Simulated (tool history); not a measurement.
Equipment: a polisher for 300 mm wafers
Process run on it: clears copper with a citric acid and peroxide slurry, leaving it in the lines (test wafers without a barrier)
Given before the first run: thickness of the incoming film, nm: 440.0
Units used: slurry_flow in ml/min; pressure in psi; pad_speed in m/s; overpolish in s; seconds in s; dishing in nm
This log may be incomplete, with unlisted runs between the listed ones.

run,hour,slurry_flow,pressure,pad_speed,slurry_solids,overpolish,seconds,dishing
1,0,285,4,0.96,1,23,162.18,53.657
2,6.7,350,4,0.96,1,23,160.44,55.111
3,14.5,350,4,0.8,1,23,177.83,48.328
4,23.1,350,4,0.8,0.9,23,185.15,46.351
5,30.8,305,4,0.8,0.9,23,189.13,46.806
# hour 34.5: slurry nozzle cleaned
6,34.5,300,3.8,0.8,0.9,27,193.92,51.327
7,35.3,300,3.6,0.8,0.9,31,203.81,56.681
8,39.3,300,3.5,0.8,0.9,33,205.74,59.333
9,46.4,300,3.4,0.8,0.9,35,219.9,60.283

Run 10, settings as shown, results not yet in. Your forecast:
10,54.7,300,3.4,0.8,0.9,36,?,?

{"run 10": {"seconds": 213.39, "dishing": 58.205}}

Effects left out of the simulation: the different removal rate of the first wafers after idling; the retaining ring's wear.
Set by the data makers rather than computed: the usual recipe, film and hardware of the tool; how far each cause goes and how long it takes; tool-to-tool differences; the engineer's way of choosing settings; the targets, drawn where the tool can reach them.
